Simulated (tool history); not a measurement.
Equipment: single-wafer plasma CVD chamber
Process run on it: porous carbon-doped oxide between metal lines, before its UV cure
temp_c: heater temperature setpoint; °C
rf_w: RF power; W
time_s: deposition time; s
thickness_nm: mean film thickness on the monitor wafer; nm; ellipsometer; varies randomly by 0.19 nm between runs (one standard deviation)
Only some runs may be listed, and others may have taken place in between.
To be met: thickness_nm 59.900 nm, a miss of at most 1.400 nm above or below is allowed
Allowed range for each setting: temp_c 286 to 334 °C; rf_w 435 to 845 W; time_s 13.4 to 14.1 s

| run | hour | temp_c | rf_w | time_s | thickness_nm |
|---|---|---|---|---|---|
| 1 | 0.0 | 310 | 640 | 14.1 | 80.333 |
| 2 | 1.2 | 314 | 600 | 14.0 | 74.552 |
| 3 | 3.1 | 310 | 600 | 14.0 | 75.471 |
| 4 | 10.7 | 313 | 570 | 13.9 | 70.911 |
| 5 | 17.2 | 318 | 570 | 13.9 | 68.972 |
| 6 | 22.1 | 318 | 570 | 13.4 | 67.016 |
| 7 | 26.5 | 321 | 565 | 13.4 | 65.219 |
| 8 | 30.7 | 323 | 560 | 13.4 | 64.311 |
| 9 | 37.8 | 325 | 555 | 13.4 | 63.092 |

Below are 5 possible settings for the next run. Only one of them brings all results inside the allowed miss of their targets. Which is it?
| A | 44.9 | 315 | 545 | 13.4 | ? |
| B | 44.9 | 323 | 515 | 14.1 | ? |
| C | 44.9 | 331 | 545 | 13.4 | ? |
| D | 44.9 | 330 | 530 | 14.1 | ? |
| E | 44.9 | 317 | 530 | 13.9 | ? |

| move | thickness_nm |
|---|---|
| A | 65.055 |
| B | 62.583 |
| C | 60.269 |
| D | 62.097 |
| E | 65.158 |
A: moves away from the targets compared with the last run
B: closer than the last run, but not yet in spec
C: all results land within tolerance of their targets
D: closer than the last run, but not yet in spec
E: moves away from the targets compared with the last run
Move C is the one to make.
